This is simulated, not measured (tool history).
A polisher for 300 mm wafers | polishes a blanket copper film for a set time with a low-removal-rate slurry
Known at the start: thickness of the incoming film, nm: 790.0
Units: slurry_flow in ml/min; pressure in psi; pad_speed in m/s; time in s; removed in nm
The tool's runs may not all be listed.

| run | day | slurry_flow | pressure | pad_speed | slurry_solids | time | removed |
|---|---|---|---|---|---|---|---|
| 1 | 0.000 | 320 | 2.2 | 1.36 | 1.0 | 45 | 132.070 |
| 2 | 0.258 | 320 | 2.1 | 1.36 | 1.0 | 45 | 124.350 |
| 3 | 0.412 | 320 | 2.1 | 1.36 | 1.0 | 45 | 125.680 |
| 4 | 0.779 | 245 | 2.1 | 1.36 | 1.0 | 45 | 118.770 |
| 5 | 1.071 | 245 | 1.5 | 1.36 | 1.0 | 45 | 86.267 |
| 6 | 1.221 | 245 | 1.5 | 1.36 | 0.8 | 45 | 82.339 |

Forecast run 7:
| 7 | 1.467 | 245 | 1.5 | 1.36 | 0.8 | 45 | ? |

Run 7 gave removed 82.726 nm.

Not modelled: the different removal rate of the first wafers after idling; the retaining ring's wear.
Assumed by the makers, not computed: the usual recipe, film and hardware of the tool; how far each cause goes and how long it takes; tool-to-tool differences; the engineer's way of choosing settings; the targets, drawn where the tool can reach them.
